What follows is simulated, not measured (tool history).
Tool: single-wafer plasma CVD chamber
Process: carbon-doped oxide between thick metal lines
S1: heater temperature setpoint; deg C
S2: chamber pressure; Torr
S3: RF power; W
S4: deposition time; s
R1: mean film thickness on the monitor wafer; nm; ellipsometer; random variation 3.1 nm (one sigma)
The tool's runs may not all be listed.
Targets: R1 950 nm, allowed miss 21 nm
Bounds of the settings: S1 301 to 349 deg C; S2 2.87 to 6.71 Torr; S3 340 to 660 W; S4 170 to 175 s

run,hour,S1,S2,S3,S4,R1
1,0,325,4.79,500,170,841.17
2,8.7,322,5.03,510,170,871.92
3,12.5,319,5.19,515,170,896.36
4,13.5,319,5.19,450,170,786.53
# hour 21.1: thermocouple changed; heater temperature recalibrated
5,21.1,325,5.19,450,170,781.77
6,27.5,325,5.19,385,170,653.24
7,28.4,322,5.54,415,170,727.68
8,34.4,320,5.81,435,170,784.09
9,35.2,318,6.04,445,170,815.27
10,36.3,316,6.21,455,170,844.52
11,42.4,314,6.34,465,170,872.34
12,45.7,312,6.43,470,170,886.59
13,49.6,311,6.5,475,170,900.84
14,54.3,310,6.55,480,170,923.48
15,56.5,309,6.59,480,170,917.05

4 next moves are on the table. One of them brings every result within its allowed miss. Which?
A,58.7,302,6.16,525,170,?
B,58.7,304,6.59,460,170,?
C,58.7,307,6.71,475,175,?
D,58.7,301,6.69,485,175,?

move,R1
A,1017.4
B,897.64
C,944.84
D,986.89
A: takes the result that was furthest off past its target
B: further off than the last run
C: meets every target
D: takes the result that was furthest off past its target
Move C is the one to make.
